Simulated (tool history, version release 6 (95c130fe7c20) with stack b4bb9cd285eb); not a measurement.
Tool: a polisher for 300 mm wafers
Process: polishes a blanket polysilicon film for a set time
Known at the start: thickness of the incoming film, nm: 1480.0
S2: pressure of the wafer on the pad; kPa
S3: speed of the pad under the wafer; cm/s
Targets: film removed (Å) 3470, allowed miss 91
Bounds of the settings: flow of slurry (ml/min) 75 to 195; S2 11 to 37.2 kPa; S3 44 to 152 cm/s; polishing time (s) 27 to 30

Run 1, day 0: flow of slurry (ml/min) 125, S2 24.1 kPa, S3 98 cm/s, polishing time (s) 30. Result: film removed (Å) 2820.6.
Run 2, day 0.358: flow of slurry (ml/min) 95, S2 24.1 kPa, S3 98 cm/s, polishing time (s) 30. Result: film removed (Å) 2668.1.
Run 3, day 0.446: flow of slurry (ml/min) 110, S2 24.8 kPa, S3 98 cm/s, polishing time (s) 30. Result: film removed (Å) 2781.2.
Run 4, day 0.512: flow of slurry (ml/min) 80, S2 24.8 kPa, S3 98 cm/s, polishing time (s) 30. Result: film removed (Å) 2653.6.
Run 5, day 0.592: flow of slurry (ml/min) 95, S2 25.5 kPa, S3 98 cm/s, polishing time (s) 30. Result: film removed (Å) 2793.1.
Run 6, day 0.662: flow of slurry (ml/min) 110, S2 26.2 kPa, S3 98 cm/s, polishing time (s) 30. Result: film removed (Å) 2977.1.
Run 7, day 0.862: flow of slurry (ml/min) 120, S2 26.2 kPa, S3 98 cm/s, polishing time (s) 30. Result: film removed (Å) 3042.8.
Run 8, day 1.096: flow of slurry (ml/min) 130, S2 26.2 kPa, S3 98 cm/s, polishing time (s) 30. Result: film removed (Å) 3090.7.
Run 9, day 1.175: flow of slurry (ml/min) 130, S2 26.2 kPa, S3 98 cm/s, polishing time (s) 30. Result: film removed (Å) 3059.6.
Run 10, day 1.471: flow of slurry (ml/min) 140, S2 26.9 kPa, S3 98 cm/s, polishing time (s) 30. Result: film removed (Å) 3224.5.
Run 11, day 1.671: flow of slurry (ml/min) 145, S2 26.9 kPa, S3 98 cm/s, polishing time (s) 30. Result: film removed (Å) 3185.9.

5 next moves are on the table. One of them brings every result within its allowed miss. Which?
Run A, day 1.871: flow of slurry (ml/min) 150, S2 29 kPa, S3 100 cm/s, polishing time (s) 27. Result: film removed (Å) ?.
Run B, day 1.871: flow of slurry (ml/min) 150, S2 25.5 kPa, S3 106 cm/s, polishing time (s) 30. Result: film removed (Å) ?.
Run C, day 1.871: flow of slurry (ml/min) 135, S2 25.5 kPa, S3 118 cm/s, polishing time (s) 27. Result: film removed (Å) ?.
Run D, day 1.871: flow of slurry (ml/min) 150, S2 28.3 kPa, S3 102 cm/s, polishing time (s) 27. Result: film removed (Å) ?.
Run E, day 1.871: flow of slurry (ml/min) 130, S2 31.7 kPa, S3 102 cm/s, polishing time (s) 27. Result: film removed (Å) ?.

move  film removed (Å)
   A            3163.2
   B            3287.6
   C            3230.6
   D            3149.7
   E            3444.6
A: further off than the last run
B: nearer than the last run, and not there yet
C: nearer than the last run, and not there yet
D: further off than the last run
E: meets every target
The right move is E.

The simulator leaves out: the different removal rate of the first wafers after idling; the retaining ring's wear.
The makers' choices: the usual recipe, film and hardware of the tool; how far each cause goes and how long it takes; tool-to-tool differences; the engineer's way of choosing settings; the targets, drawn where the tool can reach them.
